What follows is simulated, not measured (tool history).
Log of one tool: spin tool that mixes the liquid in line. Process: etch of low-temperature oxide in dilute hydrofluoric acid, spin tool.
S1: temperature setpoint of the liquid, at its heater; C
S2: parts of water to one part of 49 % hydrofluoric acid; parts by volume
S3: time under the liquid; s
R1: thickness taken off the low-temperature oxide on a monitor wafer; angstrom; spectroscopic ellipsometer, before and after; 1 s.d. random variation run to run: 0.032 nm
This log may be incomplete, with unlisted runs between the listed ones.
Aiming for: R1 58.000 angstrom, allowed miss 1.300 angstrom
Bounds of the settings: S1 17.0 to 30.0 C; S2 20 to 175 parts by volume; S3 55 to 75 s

run,hour,S1,S2,S3,R1
1,0.0,22.0,95,75,77.680
2,8.9,22.0,80,75,93.871
3,11.9,20.5,90,75,78.955
4,19.1,19.5,95,75,70.174
5,23.5,18.5,95,75,66.580
# hour 31.4: hydrofluoric acid flow meter replaced
6,31.4,18.0,95,75,62.134
7,32.2,18.0,95,75,61.862
8,33.0,17.5,95,75,60.900

Pick the move, out of 5, that brings all results within their allowed miss; only one does.
A,33.8,18.0,90,75,?
B,33.8,17.5,85,70,?
C,33.8,18.0,95,70,?
D,33.8,20.0,90,70,?
E,33.8,19.5,95,75,?

move,R1
A,65.254
B,63.480
C,57.388
D,66.201
E,65.453
A: its largest miss is bigger than the last run's
B: its largest miss is bigger than the last run's
C: every result lands within tolerance
D: its largest miss is bigger than the last run's
E: its largest miss is bigger than the last run's
So the answer is move C, the one that meets all the targets.
